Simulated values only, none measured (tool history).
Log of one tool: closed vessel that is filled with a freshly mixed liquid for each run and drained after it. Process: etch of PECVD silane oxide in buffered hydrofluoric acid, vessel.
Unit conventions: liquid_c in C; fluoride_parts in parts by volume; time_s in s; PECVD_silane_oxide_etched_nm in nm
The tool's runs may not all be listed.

| run | hour | liquid_c | fluoride_parts | time_s | PECVD_silane_oxide_etched_nm |
|---|---|---|---|---|---|
| 1 | 0.0 | 24.0 | 13.0 | 85 | 114.650 |
| 2 | 3.0 | 24.0 | 13.0 | 85 | 116.030 |
| 3 | 9.7 | 24.0 | 15.0 | 85 | 99.455 |
| 4 | 12.3 | 25.5 | 14.5 | 85 | 110.730 |
| 5 | 19.8 | 25.5 | 14.5 | 95 | 123.200 |
| 6 | 27.5 | 25.5 | 11.0 | 95 | 164.180 |
| 7 | 29.2 | 26.0 | 11.0 | 95 | 166.260 |

Run 8 is up next; what results do you expect?
| 8 | 30.5 | 26.5 | 11.0 | 95 | ? |

Run 8 produced PECVD_silane_oxide_etched_nm 173.470 nm.

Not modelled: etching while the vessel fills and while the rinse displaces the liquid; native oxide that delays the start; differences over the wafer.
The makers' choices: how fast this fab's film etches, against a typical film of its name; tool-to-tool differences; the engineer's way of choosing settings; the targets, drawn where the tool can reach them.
